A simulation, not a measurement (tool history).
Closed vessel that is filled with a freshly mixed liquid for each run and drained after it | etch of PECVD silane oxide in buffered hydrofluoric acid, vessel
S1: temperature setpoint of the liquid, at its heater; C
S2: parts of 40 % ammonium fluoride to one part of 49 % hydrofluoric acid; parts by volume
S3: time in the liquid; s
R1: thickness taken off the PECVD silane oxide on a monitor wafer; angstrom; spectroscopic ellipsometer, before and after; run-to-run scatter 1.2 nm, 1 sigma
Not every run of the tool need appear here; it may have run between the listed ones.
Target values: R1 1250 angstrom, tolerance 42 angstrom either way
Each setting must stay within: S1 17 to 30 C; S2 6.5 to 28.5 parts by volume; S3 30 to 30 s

run 1 hour=0 | S1=22 S2=17.5 S3=30 | R1=506.3
run 2 hour=5.9 | S1=23.5 S2=16 S3=30 | R1=615.38
run 3 hour=7.1 | S1=23.5 S2=11.5 S3=30 | R1=832.95
run 4 hour=9.6 | S1=23.5 S2=15 S3=30 | R1=648.96
run 5 hour=12.9 | S1=23.5 S2=11.5 S3=30 | R1=827.3
run 6 hour=18.6 | S1=26 S2=11.5 S3=30 | R1=953.68
run 7 hour=26.8 | S1=26.5 S2=11.5 S3=30 | R1=968.86
run 8 hour=29.4 | S1=30 S2=9.5 S3=30 | R1=1399.5

Below are 5 possible settings for the next run. Only one of them brings all results inside the allowed miss of their targets. Which is it?
run A hour=32 | S1=30 S2=8.5 S3=30 | R1=?
run B hour=32 | S1=27.5 S2=7.5 S3=30 | R1=?
run C hour=32 | S1=27.5 S2=9 S3=30 | R1=?
run D hour=32 | S1=30 S2=11.5 S3=30 | R1=?
run E hour=32 | S1=30 S2=8 S3=30 | R1=?

move=A R1=1539
move=B R1=1544.2
move=C R1=1267.5
move=D R1=1181.9
move=E R1=1643.4
A: moves away from the targets compared with the last run
B: moves away from the targets compared with the last run
C: meets every target
D: takes the result that was furthest off past its target
E: moves away from the targets compared with the last run
Correct choice: C, which meets every target
